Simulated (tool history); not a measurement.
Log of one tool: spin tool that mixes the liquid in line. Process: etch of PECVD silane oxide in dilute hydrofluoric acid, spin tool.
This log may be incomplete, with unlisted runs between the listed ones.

run,hour,temperature setpoint of the liquid (K),parts of water to one part of 49 % hydrofluoric acid (parts by volume),time under the liquid (s),thickness taken off the PECVD silane oxide on a monitor wafer (nm)
1,0.0,295.15,115,125,26.786
2,4.9,296.65,115,125,28.344
3,10.6,296.65,115,135,30.517
4,17.9,297.15,115,135,31.434
5,19.2,297.15,115,135,31.143
6,25.7,297.15,75,135,50.538
7,30.4,297.15,75,135,50.147
8,37.4,295.65,80,135,44.135
9,44.1,294.15,80,135,41.477
10,48.2,290.15,90,135,30.926
11,57.0,290.65,90,135,31.479

Run 12, settings as shown, results not yet in. Your forecast:
12,65.4,291.15,90,135,?

For run 12 the tool returned thickness taken off the PECVD silane oxide on a monitor wafer (nm) 32.443.
